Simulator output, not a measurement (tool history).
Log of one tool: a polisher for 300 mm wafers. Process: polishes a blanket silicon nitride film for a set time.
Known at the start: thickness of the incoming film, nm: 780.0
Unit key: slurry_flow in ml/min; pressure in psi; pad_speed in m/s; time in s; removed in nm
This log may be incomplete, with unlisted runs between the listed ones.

run	hour	slurry_flow	pressure	pad_speed	time	removed
1	0.0	140	2.7	1.04	60	83.527
2	8.7	140	2.7	1.04	60	84.094
3	11.4	145	2.8	1.04	60	87.388
4	20.0	150	2.9	1.04	60	91.173
5	22.6	155	3.0	1.04	60	94.328
6	28.5	155	2.5	1.04	60	78.942
7	31.8	155	2.7	1.04	60	84.846
8	38.5	155	2.9	1.04	60	90.024
9	40.3	155	3.0	1.04	60	94.289
10	41.9	155	3.1	1.04	60	97.084

For run 11, what comes out?
11	43.6	155	3.2	1.04	60	?

removed: 98.300 nm
